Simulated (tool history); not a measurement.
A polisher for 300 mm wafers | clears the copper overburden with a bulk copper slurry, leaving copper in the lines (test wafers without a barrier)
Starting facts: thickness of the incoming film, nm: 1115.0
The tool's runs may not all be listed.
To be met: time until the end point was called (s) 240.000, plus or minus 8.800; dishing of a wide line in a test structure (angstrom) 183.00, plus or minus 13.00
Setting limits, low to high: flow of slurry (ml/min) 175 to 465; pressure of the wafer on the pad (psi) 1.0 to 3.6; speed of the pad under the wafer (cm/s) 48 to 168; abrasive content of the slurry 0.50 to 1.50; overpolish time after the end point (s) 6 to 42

run	hour	flow of slurry (ml/min)	pressure of the wafer on the pad (psi)	speed of the pad under the wafer (cm/s)	abrasive content of the slurry	overpolish time after the end point (s)	time until the end point was called (s)	dishing of a wide line in a test structure (angstrom)
1	0.0	295	2.3	108	1.00	21	117.920	197.83
2	4.7	295	2.3	124	1.00	21	104.330	183.06
3	8.9	330	2.3	124	1.00	21	102.290	182.92
4	14.8	330	2.3	124	1.00	28	101.790	185.26
5	17.7	340	2.1	120	0.95	26	118.390	186.36
6	19.3	340	2.1	142	0.95	26	98.512	184.70
7	28.2	355	1.9	134	0.95	25	112.450	186.03
8	34.7	370	1.8	126	0.95	24	126.980	194.30
9	39.0	340	1.7	122	0.90	27	139.030	185.14
10	42.7	335	1.6	118	0.90	27	151.100	185.86
11	51.4	335	1.0	94	0.85	27	279.110	174.40
12	59.7	345	1.0	94	0.85	26	277.800	172.85
13	63.4	350	1.0	94	0.85	26	279.470	176.49
14	67.1	355	1.0	94	0.85	26	282.560	174.42
15	70.5	290	1.5	92	0.85	27	209.360	179.16
16	72.9	265	1.2	88	0.85	28	264.930	180.14
17	80.0	260	1.2	88	0.85	28	260.900	179.64
18	82.0	255	1.2	88	0.85	28	266.750	182.38

Consider the 4 candidate settings below. Which is the only one whose results all fall within their allowed miss of target?
A	84.0	175	1.1	106	1.15	31	?	?
B	84.0	180	1.6	74	0.90	38	?	?
C	84.0	220	1.3	82	0.75	22	?	?
D	84.0	295	1.2	74	0.80	24	?	?

move	time until the end point was called (s)	dishing of a wide line in a test structure (angstrom)
A	239.190	183.23
B	257.680	188.93
C	277.620	183.84
D	312.490	182.38
A: meets every target
B: closer than the last run, but not yet in spec
C: the biggest miss grows against the last run
D: the biggest miss grows against the last run
A meets every target.

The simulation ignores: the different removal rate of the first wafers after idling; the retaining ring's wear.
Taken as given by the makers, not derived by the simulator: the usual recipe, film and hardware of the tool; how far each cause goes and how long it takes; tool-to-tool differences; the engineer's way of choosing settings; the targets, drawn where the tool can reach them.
